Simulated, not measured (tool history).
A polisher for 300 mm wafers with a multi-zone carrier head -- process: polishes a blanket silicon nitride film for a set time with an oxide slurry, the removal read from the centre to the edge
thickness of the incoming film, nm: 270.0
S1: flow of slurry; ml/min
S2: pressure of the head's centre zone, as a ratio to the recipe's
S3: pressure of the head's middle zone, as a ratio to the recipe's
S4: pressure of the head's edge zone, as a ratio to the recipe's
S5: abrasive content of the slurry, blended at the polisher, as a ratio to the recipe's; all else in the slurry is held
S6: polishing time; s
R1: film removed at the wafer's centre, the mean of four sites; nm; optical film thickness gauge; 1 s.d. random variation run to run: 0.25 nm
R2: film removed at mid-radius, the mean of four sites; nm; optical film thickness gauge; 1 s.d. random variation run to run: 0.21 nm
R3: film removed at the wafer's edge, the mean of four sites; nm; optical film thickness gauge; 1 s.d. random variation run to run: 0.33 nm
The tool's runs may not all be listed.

run  hour   S1    S2    S3    S4    S5  S6      R1      R2      R3
  1     0  220     1     1     1     1  72  43.377  42.663  43.158
  2   8.8  210  0.97  0.99  1.01   0.9  70  38.214  38.659  39.735
  3  11.8  200  0.94  0.98  1.01  0.85  69  34.191  36.396  38.247
  4  15.1  200  0.94  0.98  1.01  0.85  53  27.044  27.838  29.048
  5  20.6  220  0.94  0.98  1.01  0.85  53  27.164  28.292  29.647
  6  25.4  220  0.94  0.98  0.96  0.85  53  27.658  28.742  28.636
  7  30.7  215  0.92  0.97  0.97  0.85  53  26.267  27.968  29.233
  8  34.1  210  0.91  0.97  0.96  0.85  53  26.308  28.103  28.066
  9  37.8  190  0.81  0.94  1.06   0.7  53  20.393  23.901  26.568
 10  44.9  195  0.81  0.95  1.07   0.7  53  21.059  23.996  26.496

Predict the results of run 11:
 11  53.4  145  0.81   1  1.13  0.85  53   ?   ?   ?

Run 11 came out at R1 21.456 nm, R2 26.647 nm, R3 29.209 nm.

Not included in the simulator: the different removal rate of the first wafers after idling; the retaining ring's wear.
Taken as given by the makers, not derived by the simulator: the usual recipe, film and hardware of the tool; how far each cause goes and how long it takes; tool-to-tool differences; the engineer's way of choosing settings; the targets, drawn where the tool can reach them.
